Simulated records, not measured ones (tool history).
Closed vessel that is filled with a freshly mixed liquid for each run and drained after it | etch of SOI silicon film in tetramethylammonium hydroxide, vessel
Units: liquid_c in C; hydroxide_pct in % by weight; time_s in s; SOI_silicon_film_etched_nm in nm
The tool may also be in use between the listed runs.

run	day	liquid_c	hydroxide_pct	time_s	SOI_silicon_film_etched_nm
1	0	60	16.5	95	302.69
2	0.096	60	18	95	294.4
3	0.275	59	18	95	273.06
4	0.346	59	15	95	292.64
5	0.592	58.5	15	95	282.67
6	0.862	58.5	18	95	261.83
7	1.204	58	18	95	255.02
8	1.317	57.5	18	95	250.72

The next listed run, before its measurement:
9	1.429	56	18	95	?

{"run 9": {"SOI_silicon_film_etched_nm": 225.11}}
